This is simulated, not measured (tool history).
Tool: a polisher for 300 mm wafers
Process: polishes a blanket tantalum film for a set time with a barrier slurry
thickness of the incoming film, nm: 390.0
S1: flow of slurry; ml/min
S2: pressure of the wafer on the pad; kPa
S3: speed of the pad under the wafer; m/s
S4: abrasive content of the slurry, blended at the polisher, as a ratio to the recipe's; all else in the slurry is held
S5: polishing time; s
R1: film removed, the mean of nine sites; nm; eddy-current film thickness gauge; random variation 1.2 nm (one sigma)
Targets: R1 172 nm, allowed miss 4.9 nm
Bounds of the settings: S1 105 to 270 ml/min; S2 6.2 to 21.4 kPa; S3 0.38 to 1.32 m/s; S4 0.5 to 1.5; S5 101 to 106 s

run,hour,S1,S2,S3,S4,S5,R1
1,0,175,13.8,0.84,1,101,123.04
2,5.3,180,15.2,0.84,1,101,135.74
3,8,180,15.2,0.84,1,101,136.14
4,14.3,180,15.2,0.96,1,101,153.56
5,23.2,180,15.2,0.96,0.85,101,150.87
6,29.4,180,15.2,0.96,0.65,101,143.84
7,34.2,185,15.9,0.96,0.65,101,150.93
8,37.7,190,16.5,0.96,0.65,101,157.03
9,41.1,190,17.2,0.96,0.65,101,163.32

Which of these 5 next moves meets every target?
A,44.5,215,17.9,0.98,0.7,103,?
B,44.5,200,17.2,1,0.7,105,?
C,44.5,195,17.9,0.98,0.7,103,?
D,44.5,210,17.2,0.94,0.7,106,?
E,44.5,185,18.6,0.98,0.7,104,?

move,R1
A,183.31
B,181.75
C,181.03
D,173.83
E,188.29
A: takes the result that was furthest off past its target
B: takes the result that was furthest off past its target
C: takes the result that was furthest off past its target
D: meets every target
E: takes the result that was furthest off past its target
Move D is the one to make.
